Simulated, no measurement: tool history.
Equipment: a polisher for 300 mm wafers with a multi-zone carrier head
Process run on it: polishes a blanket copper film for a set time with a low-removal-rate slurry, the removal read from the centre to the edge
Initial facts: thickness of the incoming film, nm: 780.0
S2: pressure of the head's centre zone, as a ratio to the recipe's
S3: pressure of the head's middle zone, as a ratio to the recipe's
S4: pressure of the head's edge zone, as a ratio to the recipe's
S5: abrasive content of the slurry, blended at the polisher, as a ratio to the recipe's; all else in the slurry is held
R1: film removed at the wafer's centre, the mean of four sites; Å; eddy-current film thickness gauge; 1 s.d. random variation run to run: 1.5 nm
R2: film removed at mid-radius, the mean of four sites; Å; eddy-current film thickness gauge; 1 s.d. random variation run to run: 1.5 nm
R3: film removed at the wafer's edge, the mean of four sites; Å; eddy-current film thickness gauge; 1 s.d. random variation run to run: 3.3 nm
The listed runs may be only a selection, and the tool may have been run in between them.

run 1 day=0.000 | flow_of_slurry_(ml/min)=150 S2=1.00 S3=1.00 S4=1.00 S5=1.00 polishing_time_(s)=89 | R1=1950.3 R2=1900.1 R3=1938.6
run 2 day=0.304 | flow_of_slurry_(ml/min)=160 S2=0.99 S3=1.02 S4=1.06 S5=1.15 polishing_time_(s)=90 | R1=2025.7 R2=2009.7 R3=2086.0
run 3 day=0.638 | flow_of_slurry_(ml/min)=150 S2=0.99 S3=1.02 S4=1.06 S5=1.15 polishing_time_(s)=90 | R1=2006.7 R2=2005.1 R3=2060.6
run 4 day=0.967 | flow_of_slurry_(ml/min)=175 S2=0.99 S3=1.02 S4=1.06 S5=1.15 polishing_time_(s)=90 | R1=2026.4 R2=2054.2 R3=2098.9
run 5 day=1.221 | flow_of_slurry_(ml/min)=175 S2=0.99 S3=1.02 S4=0.98 S5=1.15 polishing_time_(s)=90 | R1=2068.3 R2=2076.7 R3=2008.6
run 6 day=1.479 | flow_of_slurry_(ml/min)=180 S2=0.98 S3=1.04 S4=1.04 S5=1.25 polishing_time_(s)=92 | R1=2166.6 R2=2188.1 R3=2181.1
run 7 day=1.717 | flow_of_slurry_(ml/min)=190 S2=0.97 S3=1.06 S4=1.08 S5=1.30 polishing_time_(s)=92 | R1=2133.6 R2=2243.0 R3=2212.5

What will run 8 give?
run 8 day=1.958 | flow_of_slurry_(ml/min)=190 S2=0.96 S3=1.06 S4=1.11 S5=1.35 polishing_time_(s)=94 | R1=? R2=? R3=?

Run 8 yielded R1 2188.6 Å, R2 2324.0 Å, R3 2319.1 Å.
